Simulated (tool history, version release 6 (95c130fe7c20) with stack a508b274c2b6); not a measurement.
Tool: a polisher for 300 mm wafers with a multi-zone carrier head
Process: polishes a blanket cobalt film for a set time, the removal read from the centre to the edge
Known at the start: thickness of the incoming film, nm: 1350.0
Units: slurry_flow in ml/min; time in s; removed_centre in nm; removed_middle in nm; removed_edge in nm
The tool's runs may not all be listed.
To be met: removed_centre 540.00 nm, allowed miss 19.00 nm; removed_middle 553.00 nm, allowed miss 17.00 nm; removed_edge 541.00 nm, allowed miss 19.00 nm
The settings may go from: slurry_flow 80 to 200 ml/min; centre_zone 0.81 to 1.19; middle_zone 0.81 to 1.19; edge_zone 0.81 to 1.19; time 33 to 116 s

run    day  slurry_flow  centre_zone  middle_zone  edge_zone  time  removed_centre  removed_middle  removed_edge
  1  0.000          130         1.00         1.00       1.00    74          349.11          344.96        351.82
  2  0.346          130         1.00         1.00       0.96    74          348.25          351.82        341.95
  3  0.679          135         1.01         1.02       0.99    78          384.05          382.90        367.86
  4  0.967          135         1.01         1.02       0.99    60          289.21          292.03        284.69
  5  0.996          140         1.01         1.03       1.01    66          320.91          332.46        323.26
  6  1.021          140         0.96         1.03       1.01    66          310.11          326.84        314.51
  7  1.083          145         0.98         1.04       1.04    71          345.19          361.84        344.16
  8  1.108          140         0.98         1.05       1.06    76          361.37          379.25        377.11
  9  1.479          140         1.00         1.07       1.08    79          380.99          409.75        389.37
 10  1.517          145         1.01         1.07       1.09    82          405.75          418.26        409.23
 11  1.783          175         1.03         1.17       1.18   101          532.52          589.26        540.66
 12  1.988          175         1.03         1.16       1.18   101          531.72          585.31        538.81
 13  2.350          175         1.03         1.15       1.18   101          522.50          578.94        536.29

Which of these 5 next moves meets every target?
  A  2.712          165         0.98         1.17       1.19   103               ?               ?             ?
  B  2.712          190         1.05         1.15       1.16   102               ?               ?             ?
  C  2.712          145         1.08         1.12       1.19   104               ?               ?             ?
  D  2.712          160         1.06         1.19       1.07   103               ?               ?             ?
  E  2.712          185         1.06         1.19       1.09    94               ?               ?             ?

move  removed_centre  removed_middle  removed_edge
   A          504.33          584.41        559.95
   B          549.14          583.07        556.46
   C          546.62          554.77        556.23
   D          542.60          589.73        528.08
   E          508.74          551.24        495.01
A: further off than the last run
B: further off than the last run
C: meets every target
D: further off than the last run
E: brings the result that was furthest off to its target, and leaves another outside
Move C is the one to make.

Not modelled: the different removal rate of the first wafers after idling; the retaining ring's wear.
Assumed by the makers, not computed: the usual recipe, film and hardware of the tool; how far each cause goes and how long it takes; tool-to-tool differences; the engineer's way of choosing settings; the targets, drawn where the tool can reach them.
